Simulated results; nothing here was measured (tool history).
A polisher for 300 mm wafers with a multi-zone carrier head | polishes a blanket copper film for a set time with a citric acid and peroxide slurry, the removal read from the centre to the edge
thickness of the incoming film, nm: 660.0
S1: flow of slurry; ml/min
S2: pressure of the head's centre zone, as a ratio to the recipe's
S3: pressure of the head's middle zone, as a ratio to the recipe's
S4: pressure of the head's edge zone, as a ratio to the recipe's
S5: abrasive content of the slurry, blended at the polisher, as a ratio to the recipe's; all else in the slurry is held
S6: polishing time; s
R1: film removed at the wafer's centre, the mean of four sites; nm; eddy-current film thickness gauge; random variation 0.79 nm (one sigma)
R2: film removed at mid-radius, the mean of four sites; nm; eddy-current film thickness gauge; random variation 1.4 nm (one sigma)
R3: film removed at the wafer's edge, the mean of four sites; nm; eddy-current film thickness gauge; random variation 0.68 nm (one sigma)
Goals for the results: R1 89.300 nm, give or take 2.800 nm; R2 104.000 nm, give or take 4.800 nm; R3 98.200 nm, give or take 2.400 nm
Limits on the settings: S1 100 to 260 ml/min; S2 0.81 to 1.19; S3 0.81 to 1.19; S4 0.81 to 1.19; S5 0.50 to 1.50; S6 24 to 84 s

run 1 hour=0.0 | S1=165 S2=1.00 S3=1.00 S4=1.00 S5=1.00 S6=54 | R1=107.480 R2=107.370 R3=107.680
run 2 hour=8.5 | S1=165 S2=1.00 S3=1.00 S4=1.04 S5=1.00 S6=54 | R1=107.410 R2=107.690 R3=110.340
run 3 hour=12.1 | S1=165 S2=1.00 S3=1.00 S4=1.12 S5=1.00 S6=54 | R1=104.990 R2=107.810 R3=113.920
run 4 hour=18.8 | S1=165 S2=0.92 S3=1.00 S4=1.12 S5=1.00 S6=54 | R1=97.650 R2=104.520 R3=111.730
run 5 hour=24.8 | S1=160 S2=0.91 S3=1.01 S4=1.10 S5=1.00 S6=54 | R1=95.339 R2=108.630 R3=112.620
run 6 hour=31.9 | S1=160 S2=0.91 S3=0.98 S4=1.10 S5=1.00 S6=54 | R1=96.397 R2=106.390 R3=113.030
run 7 hour=37.9 | S1=155 S2=0.91 S3=0.99 S4=1.08 S5=0.95 S6=54 | R1=92.750 R2=102.100 R3=108.450
run 8 hour=41.5 | S1=150 S2=0.91 S3=1.00 S4=1.06 S5=0.95 S6=54 | R1=93.516 R2=101.740 R3=108.130
run 9 hour=44.3 | S1=150 S2=0.91 S3=1.00 S4=1.06 S5=0.95 S6=54 | R1=93.554 R2=103.290 R3=107.960
run 10 hour=51.7 | S1=145 S2=0.91 S3=1.01 S4=1.04 S5=0.95 S6=54 | R1=92.340 R2=102.970 R3=105.570
run 11 hour=52.7 | S1=140 S2=0.91 S3=1.02 S4=1.03 S5=0.95 S6=54 | R1=91.580 R2=105.740 R3=105.000
run 12 hour=60.8 | S1=115 S2=0.93 S3=1.02 S4=0.94 S5=0.90 S6=54 | R1=88.061 R2=96.895 R3=95.813

4 next moves are on the table. One of them brings every result within its allowed miss. Which?
run A hour=68.9 | S1=125 S2=0.87 S3=1.14 S4=0.81 S5=1.05 S6=52 | R1=? R2=? R3=?
run B hour=68.9 | S1=125 S2=1.03 S3=0.99 S4=0.94 S5=0.95 S6=49 | R1=? R2=? R3=?
run C hour=68.9 | S1=110 S2=0.93 S3=1.09 S4=0.97 S5=0.85 S6=56 | R1=? R2=? R3=?
run D hour=68.9 | S1=110 S2=0.93 S3=1.13 S4=0.92 S5=0.95 S6=52 | R1=? R2=? R3=?

move=A R1=85.894 R2=108.370 R3=91.546
move=B R1=92.827 R2=88.489 R3=89.302
move=C R1=89.611 R2=102.370 R3=97.850
move=D R1=86.382 R2=101.500 R3=92.016
A: puts the biggest miss on target and leaves a different result outside tolerance
B: further off than the last run
C: every result lands within tolerance
D: puts the biggest miss on target and leaves a different result outside tolerance
C meets every target.
